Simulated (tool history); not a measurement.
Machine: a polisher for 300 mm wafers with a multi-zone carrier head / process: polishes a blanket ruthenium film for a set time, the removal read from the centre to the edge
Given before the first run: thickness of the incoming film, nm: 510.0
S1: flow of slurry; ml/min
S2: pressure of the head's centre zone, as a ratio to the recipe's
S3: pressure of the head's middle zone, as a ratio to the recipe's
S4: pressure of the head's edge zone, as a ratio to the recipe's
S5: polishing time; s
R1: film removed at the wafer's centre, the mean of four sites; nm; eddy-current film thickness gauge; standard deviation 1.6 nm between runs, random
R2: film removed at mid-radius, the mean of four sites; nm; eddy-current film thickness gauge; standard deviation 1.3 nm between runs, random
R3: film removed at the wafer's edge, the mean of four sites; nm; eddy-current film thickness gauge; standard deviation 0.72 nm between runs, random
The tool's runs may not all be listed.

run    day   S1    S2    S3    S4  S5      R1       R2      R3
  1  0.000  280  1.00  1.00  1.00  73  75.255   75.574  75.621
  2  0.142  290  1.02  1.03  1.04  79  85.676   84.676  83.020
  3  0.438  295  1.02  1.04  1.06  84  91.247   92.323  89.117
  4  0.621  325  1.02  1.04  1.06  84  90.302   93.473  90.154
  5  0.942  325  1.02  1.09  1.06  84  89.305   96.782  89.955
  6  1.138  330  1.03  1.09  1.09  87  97.341  100.990  94.107

Predict the results of run 7:
  7  1.496  335  1.00  1.08  1.16  101   ?   ?   ?

{"run 7": {"R1": 107.93, "R2": 116.84, "R3": 112.96}}

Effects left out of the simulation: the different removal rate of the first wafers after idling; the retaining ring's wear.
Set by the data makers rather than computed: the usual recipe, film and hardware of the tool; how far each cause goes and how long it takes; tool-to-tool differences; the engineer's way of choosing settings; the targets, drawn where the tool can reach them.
